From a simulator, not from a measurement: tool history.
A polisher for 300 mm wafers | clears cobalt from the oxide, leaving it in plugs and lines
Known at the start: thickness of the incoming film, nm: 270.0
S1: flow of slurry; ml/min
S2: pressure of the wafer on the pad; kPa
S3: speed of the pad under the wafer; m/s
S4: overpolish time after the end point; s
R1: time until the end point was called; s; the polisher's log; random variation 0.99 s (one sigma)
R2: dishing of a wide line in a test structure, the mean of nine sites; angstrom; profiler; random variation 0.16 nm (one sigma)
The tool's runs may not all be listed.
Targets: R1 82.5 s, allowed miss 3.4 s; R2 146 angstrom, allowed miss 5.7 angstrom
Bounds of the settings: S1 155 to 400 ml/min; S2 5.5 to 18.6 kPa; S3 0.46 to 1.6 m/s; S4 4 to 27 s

Run 1, hour 0: S1 255 ml/min, S2 11.7 kPa, S3 1.02 m/s, S4 14 s. Result: R1 63.904 s, R2 267.94 angstrom.
Run 2, hour 1.9: S1 240 ml/min, S2 10.3 kPa, S3 1.02 m/s, S4 11 s. Result: R1 68.259 s, R2 235.74 angstrom.
Run 3, hour 5.2: S1 295 ml/min, S2 10.3 kPa, S3 1.02 m/s, S4 11 s. Result: R1 67.85 s, R2 241.92 angstrom.
Run 4, hour 11.7: S1 295 ml/min, S2 10.3 kPa, S3 1.02 m/s, S4 9 s. Result: R1 68.831 s, R2 216.57 angstrom.
Run 5, hour 12.6: S1 295 ml/min, S2 10.3 kPa, S3 1.02 m/s, S4 6 s. Result: R1 67.083 s, R2 168.2 angstrom.
Run 6, hour 20.5: S1 295 ml/min, S2 10.3 kPa, S3 1.02 m/s, S4 12 s. Result: R1 66.346 s, R2 247.89 angstrom.
Run 7, hour 21.7: S1 295 ml/min, S2 11 kPa, S3 0.92 m/s, S4 10 s. Result: R1 71.176 s, R2 222.61 angstrom.
Run 8, hour 30.7: S1 225 ml/min, S2 14.5 kPa, S3 0.64 m/s, S4 4 s. Result: R1 85.803 s, R2 101.76 angstrom.
Run 9, hour 31.4: S1 225 ml/min, S2 14.5 kPa, S3 0.64 m/s, S4 4 s. Result: R1 83.928 s, R2 102.54 angstrom.
Run 10, hour 39.2: S1 225 ml/min, S2 14.5 kPa, S3 0.64 m/s, S4 10 s. Result: R1 85.113 s, R2 199.86 angstrom.
Run 11, hour 44.2: S1 210 ml/min, S2 14.5 kPa, S3 0.64 m/s, S4 9 s. Result: R1 84.97 s, R2 186.26 angstrom.
Run 12, hour 49.6: S1 230 ml/min, S2 14.5 kPa, S3 0.62 m/s, S4 8 s. Result: R1 88.409 s, R2 171.96 angstrom.
Run 13, hour 52.6: S1 210 ml/min, S2 14.5 kPa, S3 0.62 m/s, S4 8 s. Result: R1 89.087 s, R2 173.78 angstrom.
Run 14, hour 60.9: S1 235 ml/min, S2 14.5 kPa, S3 0.62 m/s, S4 8 s. Result: R1 87.588 s, R2 169.65 angstrom.
Run 15, hour 63.5: S1 220 ml/min, S2 14.5 kPa, S3 0.62 m/s, S4 8 s. Result: R1 88.643 s, R2 172.66 angstrom.
Run 16, hour 70: S1 220 ml/min, S2 15.2 kPa, S3 0.62 m/s, S4 8 s. Result: R1 86.05 s, R2 177.38 angstrom.
Run 17, hour 77.2: S1 215 ml/min, S2 15.2 kPa, S3 0.64 m/s, S4 8 s. Result: R1 82.624 s, R2 178.78 angstrom.
Run 18, hour 84.7: S1 215 ml/min, S2 15.2 kPa, S3 0.66 m/s, S4 8 s. Result: R1 79.377 s, R2 178.24 angstrom.
Run 19, hour 93.1: S1 215 ml/min, S2 14.5 kPa, S3 0.68 m/s, S4 7 s. Result: R1 79.686 s, R2 163.39 angstrom.
Run 20, hour 98.5: S1 230 ml/min, S2 14.5 kPa, S3 0.68 m/s, S4 7 s. Result: R1 81.195 s, R2 166.12 angstrom.
Run 21, hour 103.2: S1 215 ml/min, S2 14.5 kPa, S3 0.68 m/s, S4 7 s. Result: R1 80.528 s, R2 161.27 angstrom.
Run 22, hour 105: S1 225 ml/min, S2 14.5 kPa, S3 0.68 m/s, S4 7 s. Result: R1 81.027 s, R2 162.9 angstrom.

Which of these 5 next moves meets every target?
Run A, hour 106.8: S1 240 ml/min, S2 13.8 kPa, S3 0.66 m/s, S4 8 s. Result: R1 ?, R2 ?.
Run B, hour 106.8: S1 320 ml/min, S2 17.2 kPa, S3 0.6 m/s, S4 7 s. Result: R1 ?, R2 ?.
Run C, hour 106.8: S1 280 ml/min, S2 16.5 kPa, S3 0.6 m/s, S4 5 s. Result: R1 ?, R2 ?.
Run D, hour 106.8: S1 195 ml/min, S2 13.8 kPa, S3 0.7 m/s, S4 7 s. Result: R1 ?, R2 ?.
Run E, hour 106.8: S1 255 ml/min, S2 11.7 kPa, S3 0.76 m/s, S4 6 s. Result: R1 ?, R2 ?.

move      R1      R2
   A  84.795  173.94
   B  77.917  168.38
   C  80.893  129.13
   D  81.825  162.98
   E  82.181  145.99
A: further off than the last run
B: further off than the last run
C: takes the result that was furthest off past its target
D: as far off as the last run
E: meets every target
The right move is E.
